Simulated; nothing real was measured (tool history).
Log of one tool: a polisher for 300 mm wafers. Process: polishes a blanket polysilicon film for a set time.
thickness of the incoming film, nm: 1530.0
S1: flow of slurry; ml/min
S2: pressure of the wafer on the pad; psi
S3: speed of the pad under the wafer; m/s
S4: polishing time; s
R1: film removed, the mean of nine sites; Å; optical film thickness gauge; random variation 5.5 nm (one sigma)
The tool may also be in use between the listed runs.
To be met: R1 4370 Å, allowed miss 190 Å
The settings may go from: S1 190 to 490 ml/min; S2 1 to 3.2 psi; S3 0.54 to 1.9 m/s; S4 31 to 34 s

{"run": 1, "hour": 0.0, "S1": 315, "S2": 2.1, "S3": 1.22, "S4": 34, "R1": 2549.8}
{"run": 2, "hour": 3.3, "S1": 315, "S2": 2.3, "S3": 1.24, "S4": 34, "R1": 2833.1}
{"run": 3, "hour": 8.6, "S1": 315, "S2": 2.3, "S3": 1.1, "S4": 34, "R1": 2522.1}
{"run": 4, "hour": 12.6, "S1": 315, "S2": 2.5, "S3": 1.14, "S4": 34, "R1": 2830.4}
{"run": 5, "hour": 21.4, "S1": 315, "S2": 2.9, "S3": 1.14, "S4": 34, "R1": 3217.5}
{"run": 6, "hour": 28.0, "S1": 315, "S2": 3, "S3": 1.2, "S4": 34, "R1": 3442.1}
{"run": 7, "hour": 35.7, "S1": 315, "S2": 3, "S3": 1.26, "S4": 34, "R1": 3714.3}
{"run": 8, "hour": 36.6, "S1": 315, "S2": 3, "S3": 1.28, "S4": 34, "R1": 3685.7}

4 next moves are on the table. One of them brings every result within its allowed miss. Which?
{"run": "A", "hour": 37.5, "S1": 275, "S2": 3, "S3": 1.32, "S4": 34, "R1": "?"}
{"run": "B", "hour": 37.5, "S1": 240, "S2": 2.9, "S3": 1.58, "S4": 34, "R1": "?"}
{"run": "C", "hour": 37.5, "S1": 345, "S2": 3.1, "S3": 1.06, "S4": 34, "R1": "?"}
{"run": "D", "hour": 37.5, "S1": 290, "S2": 3.2, "S3": 1.62, "S4": 34, "R1": "?"}

move=A R1=3788.4
move=B R1=4329.2
move=C R1=3207.9
move=D R1=4924.8
A: nearer than the last run, and not there yet
B: meets every target
C: further off than the last run
D: takes the result that was furthest off past its target
Answer: B

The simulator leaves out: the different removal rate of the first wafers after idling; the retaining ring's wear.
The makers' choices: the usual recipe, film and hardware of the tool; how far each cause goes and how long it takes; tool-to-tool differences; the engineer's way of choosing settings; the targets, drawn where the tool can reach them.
